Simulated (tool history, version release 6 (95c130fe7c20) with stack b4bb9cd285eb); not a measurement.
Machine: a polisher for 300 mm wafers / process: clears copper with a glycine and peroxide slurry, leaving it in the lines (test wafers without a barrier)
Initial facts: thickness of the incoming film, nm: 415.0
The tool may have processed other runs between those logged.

run  hour  flow of slurry (ml/min)  pressure of the wafer on the pad (kPa)  speed of the pad under the wafer (cm/s)  overpolish time after the end point (s)  time until the end point was called (s)  dishing of a wide line in a test structure (nm)
  1     0                      230                                    16.5                                      112                                       19                                   77.661                                           66.319
  2   7.6                      230                                    16.5                                      112                                       24                                   77.903                                            77.39
  3   8.3                      230                                    13.8                                      112                                       24                                     88.5                                            70.99
  4  10.6                      230                                    11.7                                      112                                       24                                    97.57                                           63.789
  5  12.7                      230                                    11.7                                       88                                       24                                   118.19                                           55.489
  6  18.3                      230                                    11.7                                       88                                       20                                   117.76                                           47.342
  7  22.6                      230                                    12.4                                       94                                       19                                   109.09                                           48.093
  8  28.1                      230                                    13.1                                       98                                       18                                   100.38                                           49.074
  9  30.1                      230                                    13.1                                       98                                       18                                   99.982                                           49.406
 10    33                      230                                    13.8                                      102                                       17                                   92.642                                           49.014
 11  39.5                      230                                    14.5                                      104                                       16                                   88.042                                           49.106
 12  40.6                      230                                    15.2                                      106                                       15                                   86.173                                           48.381

Forecast run 13:
 13  43.5                      240                                    19.3                                      138                                        6                                        ?                                                ?

time until the end point was called (s): 57.012
dishing of a wide line in a test structure (nm): 31.636
